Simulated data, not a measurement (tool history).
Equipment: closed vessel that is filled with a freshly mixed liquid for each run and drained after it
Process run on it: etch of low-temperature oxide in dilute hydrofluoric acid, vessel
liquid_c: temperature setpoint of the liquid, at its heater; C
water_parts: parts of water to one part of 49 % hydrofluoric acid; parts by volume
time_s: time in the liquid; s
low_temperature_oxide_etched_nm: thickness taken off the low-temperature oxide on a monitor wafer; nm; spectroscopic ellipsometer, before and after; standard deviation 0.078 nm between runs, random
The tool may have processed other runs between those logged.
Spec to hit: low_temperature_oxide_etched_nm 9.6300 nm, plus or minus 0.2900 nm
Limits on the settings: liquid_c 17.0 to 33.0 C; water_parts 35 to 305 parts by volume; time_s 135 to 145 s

| run | hour | liquid_c | water_parts | time_s | low_temperature_oxide_etched_nm |
|---|---|---|---|---|---|
| 1 | 0.0 | 25.0 | 170 | 135 | 15.4280 |
| 2 | 6.1 | 23.0 | 180 | 135 | 13.3900 |
| 3 | 13.6 | 23.0 | 145 | 135 | 17.1350 |
| 4 | 18.5 | 23.0 | 145 | 145 | 18.6660 |
| 5 | 25.4 | 21.5 | 165 | 145 | 15.0190 |
| 6 | 29.9 | 21.5 | 165 | 135 | 14.1030 |
| 7 | 34.2 | 20.5 | 175 | 135 | 12.5050 |
| 8 | 43.1 | 19.5 | 180 | 135 | 11.7640 |

Consider the 4 candidate settings below. Which is the only one whose results all fall within their allowed miss of target?
| A | 52.0 | 18.0 | 220 | 135 | ? |
| B | 52.0 | 19.0 | 155 | 145 | ? |
| C | 52.0 | 19.5 | 210 | 135 | ? |
| D | 52.0 | 18.0 | 215 | 135 | ? |

| move | low_temperature_oxide_etched_nm |
|---|---|
| A | 8.7652 |
| B | 14.7980 |
| C | 9.8249 |
| D | 9.0104 |
A: the result that was furthest off in the last run now lies on the other side of its target
B: the biggest miss grows against the last run
C: in spec on every target
D: the result that was furthest off in the last run now lies on the other side of its target
So the answer is move C, the one that meets all the targets.

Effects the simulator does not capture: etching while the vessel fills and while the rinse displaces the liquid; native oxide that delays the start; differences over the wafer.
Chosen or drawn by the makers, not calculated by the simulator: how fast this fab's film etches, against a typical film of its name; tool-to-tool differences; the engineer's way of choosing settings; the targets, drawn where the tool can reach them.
